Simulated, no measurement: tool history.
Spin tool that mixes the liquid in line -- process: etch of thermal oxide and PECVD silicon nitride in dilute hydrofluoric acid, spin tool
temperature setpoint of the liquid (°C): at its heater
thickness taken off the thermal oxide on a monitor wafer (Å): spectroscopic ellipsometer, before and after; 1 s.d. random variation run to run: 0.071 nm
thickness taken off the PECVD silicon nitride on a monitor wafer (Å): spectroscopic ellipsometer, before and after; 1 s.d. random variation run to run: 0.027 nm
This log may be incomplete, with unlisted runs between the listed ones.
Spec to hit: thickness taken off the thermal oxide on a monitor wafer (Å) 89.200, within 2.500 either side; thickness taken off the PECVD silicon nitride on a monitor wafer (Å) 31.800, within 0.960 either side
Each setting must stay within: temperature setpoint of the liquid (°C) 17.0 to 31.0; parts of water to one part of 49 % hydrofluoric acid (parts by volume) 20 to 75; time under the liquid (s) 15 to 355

run  hour  temperature setpoint of the liquid (°C)  parts of water to one part of 49 % hydrofluoric acid (parts by volume)  time under the liquid (s)  thickness taken off the thermal oxide on a monitor wafer (Å)  thickness taken off the PECVD silicon nitride on a monitor wafer (Å)
  1   0.0                                     23.0                                                                      45                        180                                                       209.000                                                                76.883
  2   7.4                                     23.0                                                                      45                        105                                                       123.590                                                                44.865
  3  15.5                                     20.0                                                                      45                        105                                                       109.070                                                                36.346
  4  20.3                                     20.0                                                                      30                        105                                                       166.730                                                                54.604
  5  24.8                                     20.5                                                                      35                        105                                                       145.230                                                                48.762
  6  25.5                                     20.5                                                                      40                        105                                                       124.780                                                                42.517
  7  34.3                                     20.5                                                                      45                        105                                                       110.350                                                                37.523
  8  37.7                                     21.0                                                                      50                        110                                                       104.070                                                                36.588

Which single option among these 4 for the next run brings every result within its allowed miss of target? Just one does.
  A  41.1                                     24.0                                                                      55                         90                                                             ?                                                                     ?
  B  41.1                                     22.0                                                                      75                        130                                                             ?                                                                     ?
  C  41.1                                     21.5                                                                      55                        100                                                             ?                                                                     ?
  D  41.1                                     24.0                                                                      50                        105                                                             ?                                                                     ?

move  thickness taken off the thermal oxide on a monitor wafer (Å)  thickness taken off the PECVD silicon nitride on a monitor wafer (Å)
   A                                                        88.003                                                                34.373
   B                                                        83.728                                                                32.005
   C                                                        88.166                                                                32.228
   D                                                       113.690                                                                44.026
A: gets the furthest-off result to its target, but another result is out of tolerance
B: takes the biggest miss from the last run beyond its target
C: hits every target within its allowed miss
D: moves away from the targets compared with the last run
C is the move that brings every result within its allowed miss.
